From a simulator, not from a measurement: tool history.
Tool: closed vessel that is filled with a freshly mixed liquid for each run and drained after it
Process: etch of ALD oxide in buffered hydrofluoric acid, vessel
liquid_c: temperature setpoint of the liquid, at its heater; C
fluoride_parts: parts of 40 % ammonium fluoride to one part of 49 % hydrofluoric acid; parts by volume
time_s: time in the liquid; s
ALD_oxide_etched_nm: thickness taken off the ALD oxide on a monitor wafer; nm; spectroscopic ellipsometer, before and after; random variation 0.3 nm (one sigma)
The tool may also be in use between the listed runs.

| run | hour | liquid_c | fluoride_parts | time_s | ALD_oxide_etched_nm |
|---|---|---|---|---|---|
| 1 | 0 | 22 | 15.5 | 85 | 142.59 |
| 2 | 1.3 | 20.5 | 16 | 85 | 128.06 |
| 3 | 4.8 | 20.5 | 16 | 85 | 127.72 |
| 4 | 9.8 | 19.5 | 16.5 | 85 | 116.59 |
| 5 | 19 | 19.5 | 16.5 | 95 | 131.03 |
| 6 | 20 | 17 | 16.5 | 95 | 113.19 |
| 7 | 27 | 17 | 17 | 95 | 109.71 |
| 8 | 28.9 | 17 | 17.5 | 95 | 107.13 |
| 9 | 33.9 | 17 | 18 | 95 | 103.97 |
| 10 | 40.1 | 17 | 18.5 | 95 | 101.27 |
| 11 | 48.3 | 17 | 19 | 95 | 98.935 |
|  | 55.2 | hydrofluoric acid flow meter replaced |
| 12 | 55.2 | 17 | 19.5 | 95 | 85.918 |

Forecast run 13:
| 13 | 57.1 | 17.5 | 19.5 | 95 | ? |

Run 13 gave ALD_oxide_etched_nm 89.217 nm.
